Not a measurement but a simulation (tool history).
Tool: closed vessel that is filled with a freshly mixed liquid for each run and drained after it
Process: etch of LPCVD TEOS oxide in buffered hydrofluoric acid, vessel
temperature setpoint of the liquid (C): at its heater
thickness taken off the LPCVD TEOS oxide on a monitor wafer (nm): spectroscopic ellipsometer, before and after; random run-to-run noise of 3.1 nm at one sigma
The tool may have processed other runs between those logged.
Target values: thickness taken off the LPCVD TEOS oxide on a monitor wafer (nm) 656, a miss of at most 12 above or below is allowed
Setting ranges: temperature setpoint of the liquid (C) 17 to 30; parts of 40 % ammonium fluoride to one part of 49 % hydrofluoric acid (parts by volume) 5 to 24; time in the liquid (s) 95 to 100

run	hour	temperature setpoint of the liquid (C)	parts of 40 % ammonium fluoride to one part of 49 % hydrofluoric acid (parts by volume)	time in the liquid (s)	thickness taken off the LPCVD TEOS oxide on a monitor wafer (nm)
1	0	22	14.5	95	229.17
2	4.9	24	12.5	95	294.29
3	8	24	15.5	95	241.83
4	13.7	25.5	13	95	308.44
5	20.9	25.5	15	95	267.1
6	26.7	27.5	15	95	298.36
7	32.5	28	12.5	95	366.41
8	39.2	28.5	11	95	431.28
9	46.3	29	10	95	477.09

Exactly one of the 5 candidate moves below puts every result within its allowed miss. Which one?
A	53.4	25	5.5	100	?
B	53.4	30	6.5	100	?
C	53.4	30	7.5	100	?
D	53.4	27.5	7	100	?
E	53.4	29.5	8	100	?

move	thickness taken off the LPCVD TEOS oxide on a monitor wafer (nm)
A	710.65
B	803.72
C	699.72
D	660.56
E	635.71
A: moves the result that the last run missed by most past its target, out the other side
B: moves the result that the last run missed by most past its target, out the other side
C: moves the result that the last run missed by most past its target, out the other side
D: every result lands within tolerance
E: closes in on the targets versus the last run, not all within tolerance yet
Move D is the one to make.
